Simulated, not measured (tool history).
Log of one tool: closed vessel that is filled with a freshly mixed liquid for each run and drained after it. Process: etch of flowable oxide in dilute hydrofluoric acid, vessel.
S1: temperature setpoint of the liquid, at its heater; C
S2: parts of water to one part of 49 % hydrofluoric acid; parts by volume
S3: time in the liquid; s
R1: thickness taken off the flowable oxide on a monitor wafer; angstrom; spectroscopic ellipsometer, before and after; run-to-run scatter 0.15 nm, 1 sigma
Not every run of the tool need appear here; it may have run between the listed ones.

Run 1, day 0.000: S1 22.0 C, S2 120 parts by volume, S3 30 s. Result: R1 103.45 angstrom.
Run 2, day 0.183: S1 22.0 C, S2 120 parts by volume, S3 30 s. Result: R1 101.57 angstrom.
Run 3, day 0.312: S1 22.0 C, S2 120 parts by volume, S3 30 s. Result: R1 103.13 angstrom.
Run 4, day 0.612: S1 23.0 C, S2 110 parts by volume, S3 30 s. Result: R1 117.74 angstrom.
Run 5, day 0.875: S1 24.0 C, S2 105 parts by volume, S3 30 s. Result: R1 128.61 angstrom.
Run 6, day 1.100: S1 21.5 C, S2 105 parts by volume, S3 30 s. Result: R1 116.32 angstrom.

Estimate the outcome of run 7 from the log above:
Run 7, day 1.192: S1 22.5 C, S2 100 parts by volume, S3 30 s. Result: R1 ?.

R1: 128.49 angstrom

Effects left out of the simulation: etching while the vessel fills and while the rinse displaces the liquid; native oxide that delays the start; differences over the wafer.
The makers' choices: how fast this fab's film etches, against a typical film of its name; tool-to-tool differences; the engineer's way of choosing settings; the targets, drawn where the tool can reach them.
